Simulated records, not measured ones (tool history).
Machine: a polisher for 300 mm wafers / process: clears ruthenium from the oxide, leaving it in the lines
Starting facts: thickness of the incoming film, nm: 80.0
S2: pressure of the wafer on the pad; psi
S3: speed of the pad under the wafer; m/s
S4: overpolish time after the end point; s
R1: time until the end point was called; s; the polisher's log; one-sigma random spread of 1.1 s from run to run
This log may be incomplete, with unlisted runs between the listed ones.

{"run": 1, "hour": 0.0, "flow of slurry (ml/min)": 290, "S2": 1.4, "S3": 0.92, "S4": 6, "R1": 99.238}
{"run": 2, "hour": 9.1, "flow of slurry (ml/min)": 290, "S2": 1.5, "S3": 0.92, "S4": 6, "R1": 89.629}
{"run": 3, "hour": 17.4, "flow of slurry (ml/min)": 290, "S2": 1.5, "S3": 0.92, "S4": 6, "R1": 91.651}
{"run": 4, "hour": 18.9, "flow of slurry (ml/min)": 290, "S2": 1.7, "S3": 0.94, "S4": 6, "R1": 80.931}
{"run": 5, "hour": 23.6, "flow of slurry (ml/min)": 290, "S2": 1.8, "S3": 0.96, "S4": 6, "R1": 72.993}
{"run": 6, "hour": 30.9, "flow of slurry (ml/min)": 290, "S2": 1.8, "S3": 0.96, "S4": 6, "R1": 73.353}
{"run": 7, "hour": 32.2, "flow of slurry (ml/min)": 290, "S2": 1.9, "S3": 0.98, "S4": 6, "R1": 69.236}

Run 8 is up next; what results do you expect?
{"run": 8, "hour": 34.2, "flow of slurry (ml/min)": 290, "S2": 2, "S3": 1, "S4": 6, "R1": "?"}

{"run 8": {"R1": 64.408}}
